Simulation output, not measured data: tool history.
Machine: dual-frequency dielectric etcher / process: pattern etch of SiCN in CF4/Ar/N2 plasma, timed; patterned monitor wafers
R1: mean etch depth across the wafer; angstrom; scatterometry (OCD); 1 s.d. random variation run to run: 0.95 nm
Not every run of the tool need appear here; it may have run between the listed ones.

run 1 hour=0.0 | source_power_(kW)=0.570 bias_power_(kW)=0.078 Ar_flow_(sccm)=112 CF4_flow_(sccm)=70 etch_time_(s)=183 | R1=1985.4
run 2 hour=3.5 | source_power_(kW)=0.550 bias_power_(kW)=0.078 Ar_flow_(sccm)=112 CF4_flow_(sccm)=70 etch_time_(s)=183 | R1=1941.5
run 3 hour=8.7 | source_power_(kW)=0.530 bias_power_(kW)=0.078 Ar_flow_(sccm)=112 CF4_flow_(sccm)=70 etch_time_(s)=183 | R1=1862.8
run 4 hour=11.6 | source_power_(kW)=0.510 bias_power_(kW)=0.078 Ar_flow_(sccm)=112 CF4_flow_(sccm)=70 etch_time_(s)=183 | R1=1834.0
run 5 hour=15.0 | source_power_(kW)=0.430 bias_power_(kW)=0.078 Ar_flow_(sccm)=112 CF4_flow_(sccm)=70 etch_time_(s)=183 | R1=1605.6
run 6 hour=17.1 | source_power_(kW)=0.420 bias_power_(kW)=0.078 Ar_flow_(sccm)=112 CF4_flow_(sccm)=70 etch_time_(s)=183 | R1=1597.2
run 7 hour=20.4 | source_power_(kW)=0.410 bias_power_(kW)=0.078 Ar_flow_(sccm)=112 CF4_flow_(sccm)=70 etch_time_(s)=183 | R1=1558.4

For run 8, what comes out?
run 8 hour=21.1 | source_power_(kW)=0.370 bias_power_(kW)=0.077 Ar_flow_(sccm)=112 CF4_flow_(sccm)=70 etch_time_(s)=183 | R1=?

R1: 1451.1 angstrom
